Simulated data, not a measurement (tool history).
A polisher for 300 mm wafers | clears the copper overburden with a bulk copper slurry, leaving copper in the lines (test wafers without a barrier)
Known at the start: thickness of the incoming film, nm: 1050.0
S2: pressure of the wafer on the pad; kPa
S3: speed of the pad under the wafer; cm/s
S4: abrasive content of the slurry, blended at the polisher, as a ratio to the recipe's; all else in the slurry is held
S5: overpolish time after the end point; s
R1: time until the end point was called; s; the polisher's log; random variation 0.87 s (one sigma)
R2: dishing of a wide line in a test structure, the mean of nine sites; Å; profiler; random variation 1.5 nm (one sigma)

Run 1, day 0.000: flow of slurry (ml/min) 155, S2 20.7 kPa, S3 84 cm/s, S4 1.00, S5 18 s. Result: R1 133.000 s, R2 792.17 Å.
Run 2, day 0.329: flow of slurry (ml/min) 155, S2 20.7 kPa, S3 84 cm/s, S4 1.10, S5 18 s. Result: R1 129.280 s, R2 807.01 Å.
Run 3, day 0.633: flow of slurry (ml/min) 155, S2 20.7 kPa, S3 76 cm/s, S4 1.10, S5 18 s. Result: R1 142.050 s, R2 739.88 Å.
Run 4, day 1.004: flow of slurry (ml/min) 155, S2 20.7 kPa, S3 76 cm/s, S4 0.95, S5 18 s. Result: R1 146.670 s, R2 746.45 Å.
Run 5, day 1.188: flow of slurry (ml/min) 155, S2 20.7 kPa, S3 76 cm/s, S4 0.95, S5 10 s. Result: R1 147.920 s, R2 488.93 Å.
Run 6, day 1.396: flow of slurry (ml/min) 155, S2 23.4 kPa, S3 76 cm/s, S4 0.95, S5 10 s. Result: R1 130.350 s, R2 520.46 Å.
Run 7, day 1.650: flow of slurry (ml/min) 150, S2 24.1 kPa, S3 92 cm/s, S4 0.95, S5 13 s. Result: R1 104.900 s, R2 738.66 Å.
Run 8, day 1.779: flow of slurry (ml/min) 140, S2 26.2 kPa, S3 100 cm/s, S4 0.95, S5 14 s. Result: R1 90.176 s, R2 850.79 Å.
Run 9, day 1.958: flow of slurry (ml/min) 140, S2 27.6 kPa, S3 104 cm/s, S4 0.95, S5 15 s. Result: R1 83.896 s, R2 938.45 Å.
Run 10, day 2.300: flow of slurry (ml/min) 140, S2 29.0 kPa, S3 108 cm/s, S4 0.95, S5 16 s. Result: R1 76.770 s, R2 1035.80 Å.
Run 11, day 2.329: flow of slurry (ml/min) 140, S2 29.6 kPa, S3 112 cm/s, S4 0.95, S5 17 s. Result: R1 74.021 s, R2 1074.20 Å.
Run 12, day 2.696: flow of slurry (ml/min) 140, S2 29.6 kPa, S3 118 cm/s, S4 0.95, S5 18 s. Result: R1 72.508 s, R2 1129.50 Å.
At day 3.062: head pressure recalibrated.
Run 13, day 3.062: flow of slurry (ml/min) 140, S2 30.3 kPa, S3 122 cm/s, S4 1.00, S5 19 s. Result: R1 62.615 s, R2 1237.20 Å.
Run 14, day 3.204: flow of slurry (ml/min) 140, S2 31.0 kPa, S3 122 cm/s, S4 1.00, S5 20 s. Result: R1 61.835 s, R2 1264.50 Å.
Run 15, day 3.283: flow of slurry (ml/min) 140, S2 31.0 kPa, S3 122 cm/s, S4 1.00, S5 21 s. Result: R1 61.146 s, R2 1279.40 Å.

The next listed run, before its measurement:
Run 16, day 3.550: flow of slurry (ml/min) 140, S2 31.0 kPa, S3 122 cm/s, S4 1.00, S5 22 s. Result: R1 ?, R2 ?.

Run 16 gave R1 59.828 s, R2 1279.70 Å.

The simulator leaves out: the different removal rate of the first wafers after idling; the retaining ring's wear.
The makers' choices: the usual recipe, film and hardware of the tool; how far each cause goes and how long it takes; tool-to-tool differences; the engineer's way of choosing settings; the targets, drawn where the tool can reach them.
